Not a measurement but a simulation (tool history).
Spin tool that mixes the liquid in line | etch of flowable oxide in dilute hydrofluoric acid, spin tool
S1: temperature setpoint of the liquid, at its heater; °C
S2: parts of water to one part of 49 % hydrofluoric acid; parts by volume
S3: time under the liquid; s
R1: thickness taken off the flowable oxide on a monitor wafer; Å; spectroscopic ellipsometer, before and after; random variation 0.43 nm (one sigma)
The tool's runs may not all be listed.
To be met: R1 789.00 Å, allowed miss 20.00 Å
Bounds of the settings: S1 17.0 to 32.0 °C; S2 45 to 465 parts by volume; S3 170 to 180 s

run 1 hour=0.0 | S1=24.0 S2=255 S3=170 | R1=175.24
run 2 hour=5.4 | S1=24.0 S2=255 S3=180 | R1=182.83
run 3 hour=10.6 | S1=25.5 S2=220 S3=180 | R1=232.79
run 4 hour=15.8 | S1=23.5 S2=220 S3=180 | R1=216.99
run 5 hour=18.9 | S1=23.5 S2=220 S3=170 | R1=205.60
run 6 hour=26.2 | S1=23.5 S2=220 S3=170 | R1=206.34
run 7 hour=29.4 | S1=25.0 S2=190 S3=170 | R1=259.25
run 8 hour=31.3 | S1=26.0 S2=165 S3=170 | R1=318.31
run 9 hour=37.4 | S1=27.0 S2=145 S3=170 | R1=382.49
run 10 hour=44.3 | S1=28.0 S2=130 S3=170 | R1=455.70
run 11 hour=47.5 | S1=28.5 S2=120 S3=170 | R1=507.78
run 12 hour=55.3 | S1=29.0 S2=115 S3=170 | R1=544.92
run 13 hour=62.5 | S1=29.5 S2=110 S3=170 | R1=581.40
run 14 hour=63.5 | S1=30.0 S2=105 S3=170 | R1=626.52
run 15 hour=70.3 | S1=30.5 S2=105 S3=170 | R1=639.69
run 16 hour=76.5 | S1=31.0 S2=100 S3=170 | R1=686.98
run 17 hour=77.3 | S1=31.5 S2=95 S3=170 | R1=741.74
run 18 hour=83.4 | S1=32.0 S2=95 S3=170 | R1=759.21

Which of these 5 next moves meets every target?
run A hour=89.5 | S1=26.5 S2=75 S3=180 | R1=?
run B hour=89.5 | S1=31.0 S2=85 S3=175 | R1=?
run C hour=89.5 | S1=31.5 S2=90 S3=170 | R1=?
run D hour=89.5 | S1=32.0 S2=90 S3=175 | R1=?
run E hour=89.5 | S1=32.0 S2=90 S3=180 | R1=?

move=A R1=841.20
move=B R1=846.35
move=C R1=785.32
move=D R1=823.61
move=E R1=847.14
A: takes the result that was furthest off past its target
B: takes the result that was furthest off past its target
C: meets every target
D: takes the result that was furthest off past its target
E: takes the result that was furthest off past its target
Answer: C
